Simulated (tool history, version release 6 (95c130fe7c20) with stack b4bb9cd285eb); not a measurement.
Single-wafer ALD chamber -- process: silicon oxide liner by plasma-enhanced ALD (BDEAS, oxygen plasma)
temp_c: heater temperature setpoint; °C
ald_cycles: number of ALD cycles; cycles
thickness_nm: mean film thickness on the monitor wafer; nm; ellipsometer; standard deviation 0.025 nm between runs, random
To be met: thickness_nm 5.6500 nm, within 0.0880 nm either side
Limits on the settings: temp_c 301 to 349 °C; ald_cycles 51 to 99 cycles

run,hour,temp_c,ald_cycles,thickness_nm
1,0.0,325,75,7.0738
2,3.2,326,69,6.4848
3,4.3,321,69,6.5124
4,8.0,321,66,6.2173
5,15.3,321,61,5.7842
6,22.6,321,54,5.1257
7,26.3,318,61,5.8153
8,27.5,320,61,5.7980
9,29.8,322,61,5.7626
10,34.2,323,61,5.7781

Exactly one of the 4 candidate moves below puts every result within its allowed miss. Which one?
A,38.6,321,62,?
B,38.6,315,59,?
C,38.6,335,63,?
D,38.6,329,65,?

move,thickness_nm
A,5.8600
B,5.6189
C,5.8488
D,6.0812
A: misses by more than the last run did
B: every result lands within tolerance
C: misses by more than the last run did
D: misses by more than the last run did
B is the move that brings every result within its allowed miss.
